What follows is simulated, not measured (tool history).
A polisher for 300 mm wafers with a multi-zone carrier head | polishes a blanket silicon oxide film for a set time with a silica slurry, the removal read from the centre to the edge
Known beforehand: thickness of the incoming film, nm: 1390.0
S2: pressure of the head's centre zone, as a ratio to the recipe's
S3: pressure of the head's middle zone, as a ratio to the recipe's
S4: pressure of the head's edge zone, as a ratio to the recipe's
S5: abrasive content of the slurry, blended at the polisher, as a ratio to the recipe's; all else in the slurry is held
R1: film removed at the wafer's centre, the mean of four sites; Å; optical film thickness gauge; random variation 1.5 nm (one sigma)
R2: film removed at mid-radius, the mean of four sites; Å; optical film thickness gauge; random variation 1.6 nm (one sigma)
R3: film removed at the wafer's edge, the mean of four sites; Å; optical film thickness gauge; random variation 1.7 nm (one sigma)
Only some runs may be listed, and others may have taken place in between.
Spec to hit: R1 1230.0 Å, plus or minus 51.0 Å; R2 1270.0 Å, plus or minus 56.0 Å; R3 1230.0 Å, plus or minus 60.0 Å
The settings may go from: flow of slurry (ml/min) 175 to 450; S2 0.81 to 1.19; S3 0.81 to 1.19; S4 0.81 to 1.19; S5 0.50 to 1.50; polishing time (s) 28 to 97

{"run": 1, "hour": 0.0, "flow of slurry (ml/min)": 290, "S2": 1.0, "S3": 1.0, "S4": 1.0, "S5": 1.0, "polishing time (s)": 62, "R1": 1913.4, "R2": 1939.0, "R3": 1806.3}
{"run": 2, "hour": 0.9, "flow of slurry (ml/min)": 290, "S2": 1.0, "S3": 1.0, "S4": 1.06, "S5": 1.0, "polishing time (s)": 62, "R1": 1929.0, "R2": 1971.4, "R3": 1868.2}
{"run": 3, "hour": 8.1, "flow of slurry (ml/min)": 290, "S2": 1.0, "S3": 1.0, "S4": 0.99, "S5": 1.0, "polishing time (s)": 62, "R1": 1937.2, "R2": 1963.7, "R3": 1813.8}
{"run": 4, "hour": 14.5, "flow of slurry (ml/min)": 290, "S2": 0.99, "S3": 0.99, "S4": 0.98, "S5": 0.95, "polishing time (s)": 61, "R1": 1838.5, "R2": 1903.6, "R3": 1765.4}
{"run": 5, "hour": 18.0, "flow of slurry (ml/min)": 220, "S2": 0.99, "S3": 0.99, "S4": 0.98, "S5": 0.95, "polishing time (s)": 61, "R1": 1815.5, "R2": 1842.3, "R3": 1722.9}
{"run": 6, "hour": 20.7, "flow of slurry (ml/min)": 220, "S2": 0.99, "S3": 0.99, "S4": 0.98, "S5": 0.95, "polishing time (s)": 56, "R1": 1625.4, "R2": 1691.9, "R3": 1574.7}
{"run": 7, "hour": 23.3, "flow of slurry (ml/min)": 220, "S2": 0.99, "S3": 0.98, "S4": 0.98, "S5": 0.9, "polishing time (s)": 55, "R1": 1582.7, "R2": 1626.3, "R3": 1564.6}
{"hour": 29.4, "done": "edge zone pressure recalibrated"}
{"run": 8, "hour": 29.4, "flow of slurry (ml/min)": 220, "S2": 0.99, "S3": 0.98, "S4": 0.97, "S5": 0.85, "polishing time (s)": 54, "R1": 1508.7, "R2": 1572.8, "R3": 1529.0}
{"run": 9, "hour": 33.3, "flow of slurry (ml/min)": 215, "S2": 1.0, "S3": 0.99, "S4": 0.96, "S5": 0.8, "polishing time (s)": 53, "R1": 1488.7, "R2": 1517.4, "R3": 1446.7}
{"run": 10, "hour": 39.5, "flow of slurry (ml/min)": 215, "S2": 1.0, "S3": 0.99, "S4": 0.96, "S5": 0.75, "polishing time (s)": 52, "R1": 1457.9, "R2": 1457.1, "R3": 1373.7}
{"run": 11, "hour": 41.6, "flow of slurry (ml/min)": 210, "S2": 0.9, "S3": 0.93, "S4": 0.94, "S5": 0.55, "polishing time (s)": 51, "R1": 1134.8, "R2": 1225.0, "R3": 1257.4}
{"run": 12, "hour": 46.9, "flow of slurry (ml/min)": 210, "S2": 0.91, "S3": 0.94, "S4": 0.94, "S5": 0.55, "polishing time (s)": 51, "R1": 1153.9, "R2": 1249.3, "R3": 1251.0}
{"run": 13, "hour": 49.2, "flow of slurry (ml/min)": 210, "S2": 0.92, "S3": 0.94, "S4": 0.94, "S5": 0.55, "polishing time (s)": 51, "R1": 1173.4, "R2": 1248.7, "R3": 1280.9}

Pick the move, out of 5, that brings all results within their allowed miss; only one does.
{"run": "A", "hour": 51.5, "flow of slurry (ml/min)": 175, "S2": 1.01, "S3": 1.02, "S4": 0.97, "S5": 0.5, "polishing time (s)": 52, "R1": "?", "R2": "?", "R3": "?"}
{"run": "B", "hour": 51.5, "flow of slurry (ml/min)": 175, "S2": 0.87, "S3": 0.84, "S4": 1.01, "S5": 0.5, "polishing time (s)": 58, "R1": "?", "R2": "?", "R3": "?"}
{"run": "C", "hour": 51.5, "flow of slurry (ml/min)": 240, "S2": 0.85, "S3": 0.89, "S4": 0.92, "S5": 0.55, "polishing time (s)": 57, "R1": "?", "R2": "?", "R3": "?"}
{"run": "D", "hour": 51.5, "flow of slurry (ml/min)": 230, "S2": 0.89, "S3": 0.85, "S4": 1.05, "S5": 0.55, "polishing time (s)": 55, "R1": "?", "R2": "?", "R3": "?"}
{"run": "E", "hour": 51.5, "flow of slurry (ml/min)": 185, "S2": 0.87, "S3": 0.97, "S4": 0.98, "S5": 0.5, "polishing time (s)": 52, "R1": "?", "R2": "?", "R3": "?"}

move=A R1=1243.4 R2=1272.8 R3=1209.3
move=B R1=1192.0 R2=1245.4 R3=1373.7
move=C R1=1234.4 R2=1364.6 R3=1378.9
move=D R1=1240.1 R2=1270.0 R3=1398.1
move=E R1=1080.2 R2=1241.1 R3=1222.9
A: every result lands within tolerance
B: brings the result that was furthest off to its target, and leaves another outside
C: brings the result that was furthest off to its target, and leaves another outside
D: brings the result that was furthest off to its target, and leaves another outside
E: the biggest miss grows against the last run
A is the move that brings every result within its allowed miss.

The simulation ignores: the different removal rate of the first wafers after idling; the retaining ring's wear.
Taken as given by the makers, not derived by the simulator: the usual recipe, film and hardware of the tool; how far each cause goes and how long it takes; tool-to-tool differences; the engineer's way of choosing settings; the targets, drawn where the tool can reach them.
